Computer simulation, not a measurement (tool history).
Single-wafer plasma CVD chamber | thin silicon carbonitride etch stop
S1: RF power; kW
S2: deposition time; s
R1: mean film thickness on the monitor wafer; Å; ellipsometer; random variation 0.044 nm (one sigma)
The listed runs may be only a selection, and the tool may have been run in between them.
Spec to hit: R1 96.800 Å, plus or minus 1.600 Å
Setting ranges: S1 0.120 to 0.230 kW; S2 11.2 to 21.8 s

run	hour	S1	S2	R1
1	0.0	0.175	16.5	83.446
2	3.1	0.180	16.7	86.423
3	11.3	0.180	15.4	79.228
4	15.9	0.185	15.7	81.633
5	19.2	0.185	14.7	76.234
6	23.5	0.165	14.7	73.180
7	28.2	0.175	15.1	76.801
8	32.8	0.180	15.4	79.490

Exercise: of the 4 proposed moves below, exactly one satisfies all targets within the stated allowed misses. Which move is it?
A	37.4	0.175	14.5	?
B	37.4	0.190	18.4	?
C	37.4	0.200	13.2	?
D	37.4	0.170	13.9	?

move	R1
A	73.827
B	96.834
C	70.884
D	69.935
A: misses by more than the last run did
B: every result within its allowed miss
C: misses by more than the last run did
D: misses by more than the last run did
The move that meets every target is B.
